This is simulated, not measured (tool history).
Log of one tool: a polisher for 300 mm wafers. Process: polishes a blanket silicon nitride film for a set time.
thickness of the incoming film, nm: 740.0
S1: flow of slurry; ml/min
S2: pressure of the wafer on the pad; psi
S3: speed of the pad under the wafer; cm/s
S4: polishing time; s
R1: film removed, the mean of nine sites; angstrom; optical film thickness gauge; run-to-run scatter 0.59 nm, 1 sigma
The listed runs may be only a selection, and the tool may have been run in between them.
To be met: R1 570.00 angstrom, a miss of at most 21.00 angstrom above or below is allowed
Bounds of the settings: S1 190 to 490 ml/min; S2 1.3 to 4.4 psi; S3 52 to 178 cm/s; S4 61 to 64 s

| run | hour | S1 | S2 | S3 | S4 | R1 |
|---|---|---|---|---|---|---|
| 1 | 0.0 | 315 | 2.8 | 114 | 61 | 1023.80 |
| 2 | 4.7 | 250 | 2.8 | 114 | 61 | 982.78 |
| 3 | 13.2 | 250 | 2.6 | 114 | 61 | 934.25 |
| 4 | 20.8 | 250 | 2.6 | 142 | 61 | 1117.20 |
| 5 | 23.3 | 315 | 2.6 | 142 | 61 | 1147.80 |
| 6 | 29.2 | 315 | 2.6 | 114 | 61 | 954.80 |
| 7 | 31.2 | 310 | 2.3 | 112 | 61 | 824.38 |
|  | 35.0 | head pressure recalibrated |
| 8 | 35.0 | 310 | 2.1 | 112 | 61 | 716.14 |
| 9 | 41.4 | 310 | 2.1 | 112 | 61 | 719.32 |
| 10 | 43.1 | 310 | 2.1 | 112 | 61 | 713.45 |
| 11 | 45.2 | 310 | 2.0 | 112 | 61 | 684.39 |
| 12 | 48.1 | 310 | 1.9 | 112 | 61 | 641.20 |
| 13 | 54.0 | 305 | 1.8 | 112 | 61 | 610.64 |
| 14 | 56.7 | 300 | 1.8 | 112 | 61 | 615.01 |

Below are 5 possible settings for the next run. Only one of them brings all results inside the allowed miss of their targets. Which is it?
| A | 59.4 | 255 | 1.7 | 106 | 64 | ? |
| B | 59.4 | 295 | 1.8 | 114 | 64 | ? |
| C | 59.4 | 455 | 3.0 | 64 | 64 | ? |
| D | 59.4 | 280 | 1.9 | 86 | 61 | ? |
| E | 59.4 | 325 | 1.9 | 116 | 63 | ? |

| move | R1 |
|---|---|
| A | 580.37 |
| B | 660.09 |
| C | 704.33 |
| D | 525.90 |
| E | 700.24 |
A: all results land within tolerance of their targets
B: further off than the last run
C: further off than the last run
D: moves the result that the last run missed by most past its target, out the other side
E: further off than the last run
A meets every target.
